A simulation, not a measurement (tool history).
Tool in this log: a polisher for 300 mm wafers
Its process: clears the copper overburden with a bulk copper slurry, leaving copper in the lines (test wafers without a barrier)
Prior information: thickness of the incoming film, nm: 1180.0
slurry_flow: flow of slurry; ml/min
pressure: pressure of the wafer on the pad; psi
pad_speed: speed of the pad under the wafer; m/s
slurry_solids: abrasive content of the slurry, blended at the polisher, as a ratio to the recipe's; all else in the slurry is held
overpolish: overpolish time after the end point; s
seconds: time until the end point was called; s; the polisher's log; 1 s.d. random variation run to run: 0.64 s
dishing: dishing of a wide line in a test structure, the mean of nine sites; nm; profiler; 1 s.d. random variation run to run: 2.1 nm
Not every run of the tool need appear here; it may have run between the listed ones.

run,day,slurry_flow,pressure,pad_speed,slurry_solids,overpolish,seconds,dishing
1,0,255,3.2,1.16,1,25,80.308,116.29
2,0.338,255,3.2,1.16,1,19,81.098,104.93
3,0.579,255,3.9,1.16,1,19,66.792,118.41
4,0.654,255,3.9,1.16,1.2,19,65.115,118.68
5,0.988,255,3.9,1.16,1.35,19,63.672,119.05
6,1.067,255,4.2,1.16,1.35,19,60.453,124.32
7,1.204,255,4.4,1.18,1.35,19,56.498,126.44

Estimate the outcome of run 8 from the log above:
8,1.367,255,4.6,1.2,1.35,19,?,?

Run 8 yielded seconds 53.63 s, dishing 129.89 nm.
